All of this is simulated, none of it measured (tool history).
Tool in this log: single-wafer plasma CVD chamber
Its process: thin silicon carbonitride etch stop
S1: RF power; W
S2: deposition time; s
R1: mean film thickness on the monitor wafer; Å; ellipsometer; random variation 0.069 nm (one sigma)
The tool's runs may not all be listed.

| run | hour | S1 | S2 | R1 |
|---|---|---|---|---|
| 1 | 0.0 | 205 | 25.3 | 142.30 |
| 2 | 5.4 | 215 | 25.5 | 144.81 |
| 3 | 7.3 | 235 | 25.5 | 149.15 |
| 4 | 8.9 | 240 | 25.6 | 151.38 |
| 5 | 12.6 | 215 | 25.6 | 145.68 |
| 6 | 13.2 | 215 | 29.2 | 168.28 |
| 7 | 20.7 | 215 | 29.2 | 166.94 |

For run 8, what comes out?
| 8 | 22.5 | 205 | 29.1 | ? |

R1: 166.03 Å
